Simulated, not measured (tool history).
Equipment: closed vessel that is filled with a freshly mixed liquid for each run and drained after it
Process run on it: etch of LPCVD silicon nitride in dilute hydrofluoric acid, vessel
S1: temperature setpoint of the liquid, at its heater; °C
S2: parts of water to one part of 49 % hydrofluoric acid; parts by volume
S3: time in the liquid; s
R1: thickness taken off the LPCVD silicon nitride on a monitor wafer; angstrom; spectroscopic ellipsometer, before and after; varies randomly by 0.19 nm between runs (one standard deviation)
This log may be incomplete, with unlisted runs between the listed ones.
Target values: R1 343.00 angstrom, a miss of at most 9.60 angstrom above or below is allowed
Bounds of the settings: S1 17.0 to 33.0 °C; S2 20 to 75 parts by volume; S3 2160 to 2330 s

{"run": 1, "hour": 0.0, "S1": 25.0, "S2": 45, "S3": 2160, "R1": 275.82}
{"run": 2, "hour": 9.5, "S1": 26.0, "S2": 45, "S3": 2160, "R1": 293.88}
{"run": 3, "hour": 18.9, "S1": 26.5, "S2": 45, "S3": 2160, "R1": 306.35}
{"run": 4, "hour": 24.0, "S1": 26.5, "S2": 55, "S3": 2160, "R1": 249.4}
{"run": 5, "hour": 30.3, "S1": 26.5, "S2": 55, "S3": 2160, "R1": 252.89}
{"run": 6, "hour": 34.8, "S1": 26.5, "S2": 45, "S3": 2160, "R1": 308.21}
{"run": 7, "hour": 36.4, "S1": 27.0, "S2": 45, "S3": 2160, "R1": 313.94}
{"run": 8, "hour": 37.8, "S1": 27.5, "S2": 45, "S3": 2160, "R1": 325.07}

Which one of the following 4 next-run settings gets every result inside its allowed miss? There is exactly one.
{"run": "A", "hour": 39.2, "S1": 27.5, "S2": 45, "S3": 2250, "R1": "?"}
{"run": "B", "hour": 39.2, "S1": 27.5, "S2": 50, "S3": 2330, "R1": "?"}
{"run": "C", "hour": 39.2, "S1": 26.5, "S2": 45, "S3": 2240, "R1": "?"}
{"run": "D", "hour": 39.2, "S1": 28.5, "S2": 50, "S3": 2210, "R1": "?"}

move=A R1=339.35
move=B R1=316.83
move=C R1=316.23
move=D R1=320.84
A: every result lands within tolerance
B: lands further from the targets than the last run did
C: lands further from the targets than the last run did
D: lands further from the targets than the last run did
So the answer is move A, the one that meets all the targets.
